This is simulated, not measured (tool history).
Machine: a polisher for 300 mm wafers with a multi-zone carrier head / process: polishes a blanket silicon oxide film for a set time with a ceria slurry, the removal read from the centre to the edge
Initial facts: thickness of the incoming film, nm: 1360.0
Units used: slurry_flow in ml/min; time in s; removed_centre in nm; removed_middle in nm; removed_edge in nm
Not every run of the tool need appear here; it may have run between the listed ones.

Run 1, day 0.000: slurry_flow 265 ml/min, centre_zone 1.00, middle_zone 1.00, edge_zone 1.00, time 53 s. Result: removed_centre 173.40 nm, removed_middle 173.99 nm, removed_edge 172.31 nm.
Run 2, day 0.162: slurry_flow 260 ml/min, centre_zone 0.99, middle_zone 0.99, edge_zone 0.99, time 53 s. Result: removed_centre 172.35 nm, removed_middle 171.35 nm, removed_edge 173.57 nm.
Run 3, day 0.221: slurry_flow 260 ml/min, centre_zone 0.98, middle_zone 0.99, edge_zone 0.98, time 52 s. Result: removed_centre 162.91 nm, removed_middle 167.94 nm, removed_edge 164.28 nm.
Run 4, day 0.421: slurry_flow 260 ml/min, centre_zone 0.98, middle_zone 0.95, edge_zone 0.98, time 52 s. Result: removed_centre 167.93 nm, removed_middle 163.87 nm, removed_edge 167.56 nm.
Run 5, day 0.629: slurry_flow 260 ml/min, centre_zone 0.98, middle_zone 1.01, edge_zone 0.98, time 52 s. Result: removed_centre 163.59 nm, removed_middle 168.00 nm, removed_edge 166.96 nm.
Run 6, day 0.988: slurry_flow 260 ml/min, centre_zone 0.98, middle_zone 1.08, edge_zone 0.98, time 52 s. Result: removed_centre 164.86 nm, removed_middle 178.97 nm, removed_edge 168.10 nm.
Run 7, day 1.212: slurry_flow 255 ml/min, centre_zone 0.97, middle_zone 1.06, edge_zone 0.97, time 52 s. Result: removed_centre 160.02 nm, removed_middle 173.47 nm, removed_edge 166.03 nm.
Run 8, day 1.504: slurry_flow 250 ml/min, centre_zone 0.97, middle_zone 1.05, edge_zone 0.96, time 52 s. Result: removed_centre 165.02 nm, removed_middle 174.08 nm, removed_edge 165.76 nm.
Run 9, day 1.838: slurry_flow 250 ml/min, centre_zone 0.96, middle_zone 1.03, edge_zone 0.95, time 52 s. Result: removed_centre 162.80 nm, removed_middle 171.82 nm, removed_edge 163.37 nm.
Run 10, day 1.867: slurry_flow 245 ml/min, centre_zone 0.95, middle_zone 1.01, edge_zone 0.95, time 52 s. Result: removed_centre 161.27 nm, removed_middle 169.51 nm, removed_edge 167.60 nm.
Run 11, day 2.150: slurry_flow 245 ml/min, centre_zone 0.95, middle_zone 1.00, edge_zone 0.95, time 51 s. Result: removed_centre 156.28 nm, removed_middle 164.65 nm, removed_edge 163.15 nm.
Run 12, day 2.438: slurry_flow 245 ml/min, centre_zone 0.95, middle_zone 0.99, edge_zone 0.94, time 51 s. Result: removed_centre 159.68 nm, removed_middle 164.25 nm, removed_edge 158.63 nm.
Run 13, day 2.583: slurry_flow 245 ml/min, centre_zone 0.94, middle_zone 0.98, edge_zone 0.94, time 51 s. Result: removed_centre 153.68 nm, removed_middle 162.32 nm, removed_edge 161.67 nm.

Estimate the outcome of run 14 from the log above:
Run 14, day 2.846: slurry_flow 245 ml/min, centre_zone 0.94, middle_zone 0.97, edge_zone 0.93, time 51 s. Result: removed_centre ?, removed_middle ?, removed_edge ?.

removed_centre: 155.57 nm
removed_middle: 161.15 nm
removed_edge: 161.05 nm
